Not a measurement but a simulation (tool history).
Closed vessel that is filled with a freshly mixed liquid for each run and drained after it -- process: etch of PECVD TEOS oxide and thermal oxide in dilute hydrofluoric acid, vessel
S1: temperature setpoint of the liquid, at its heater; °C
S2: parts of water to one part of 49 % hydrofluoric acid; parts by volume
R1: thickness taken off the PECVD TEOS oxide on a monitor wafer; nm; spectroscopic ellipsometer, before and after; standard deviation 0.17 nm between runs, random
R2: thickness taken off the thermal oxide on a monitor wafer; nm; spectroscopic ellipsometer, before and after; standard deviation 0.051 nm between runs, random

run 1 hour=0 | S1=22 S2=70 time_in_the_liquid_(s)=200 | R1=46.197 R2=11.782
run 2 hour=2.2 | S1=20.5 S2=70 time_in_the_liquid_(s)=200 | R1=43.016 R2=11.045
run 3 hour=9.4 | S1=20.5 S2=70 time_in_the_liquid_(s)=135 | R1=29.098 R2=7.4405
run 4 hour=13.5 | S1=22 S2=70 time_in_the_liquid_(s)=135 | R1=30.845 R2=7.9061
run 5 hour=14.2 | S1=23 S2=70 time_in_the_liquid_(s)=135 | R1=32.358 R2=8.3479
run 6 hour=17.9 | S1=23.5 S2=70 time_in_the_liquid_(s)=135 | R1=32.979 R2=8.4211
run 7 hour=20 | S1=24.5 S2=70 time_in_the_liquid_(s)=135 | R1=34.444 R2=8.7877

Predict the results of run 8:
run 8 hour=21.5 | S1=25 S2=70 time_in_the_liquid_(s)=135 | R1=? R2=?

R1: 34.93 nm
R2: 8.9256 nm
